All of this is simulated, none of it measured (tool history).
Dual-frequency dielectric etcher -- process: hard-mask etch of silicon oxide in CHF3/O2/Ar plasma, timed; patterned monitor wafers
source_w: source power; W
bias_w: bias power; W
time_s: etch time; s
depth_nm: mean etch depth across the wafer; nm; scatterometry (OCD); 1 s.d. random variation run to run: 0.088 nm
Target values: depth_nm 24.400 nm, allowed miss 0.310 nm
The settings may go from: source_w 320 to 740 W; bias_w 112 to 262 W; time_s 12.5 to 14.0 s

Run 1, hour 0.0: source_w 530 W, bias_w 187 W, time_s 14.0 s. Result: depth_nm 26.858 nm.
Run 2, hour 8.8: source_w 510 W, bias_w 186 W, time_s 14.0 s. Result: depth_nm 26.459 nm.
Run 3, hour 15.4: source_w 490 W, bias_w 185 W, time_s 14.0 s. Result: depth_nm 26.211 nm.
Run 4, hour 19.5: source_w 470 W, bias_w 184 W, time_s 14.0 s. Result: depth_nm 25.624 nm.
Run 5, hour 28.2: source_w 470 W, bias_w 184 W, time_s 14.0 s. Result: depth_nm 25.788 nm.
At hour 29.8: wet clean of the chamber.
Run 6, hour 29.8: source_w 430 W, bias_w 184 W, time_s 14.0 s. Result: depth_nm 25.732 nm.
Run 7, hour 33.3: source_w 420 W, bias_w 181 W, time_s 14.0 s. Result: depth_nm 25.177 nm.
Run 8, hour 38.4: source_w 410 W, bias_w 180 W, time_s 14.0 s. Result: depth_nm 25.044 nm.

Consider the 4 candidate settings below. Which is the only one whose results all fall within their allowed miss of target?
Run A, hour 43.5: source_w 470 W, bias_w 180 W, time_s 13.5 s. Result: depth_nm ?.
Run B, hour 43.5: source_w 420 W, bias_w 174 W, time_s 13.5 s. Result: depth_nm ?.
Run C, hour 43.5: source_w 360 W, bias_w 218 W, time_s 12.5 s. Result: depth_nm ?.
Run D, hour 43.5: source_w 420 W, bias_w 210 W, time_s 12.5 s. Result: depth_nm ?.

move  depth_nm
   A    25.186
   B    23.978
   C    23.730
   D    24.320
A: further off than the last run
B: moves the result that the last run missed by most past its target, out the other side
C: moves the result that the last run missed by most past its target, out the other side
D: in spec on every target
D meets every target.
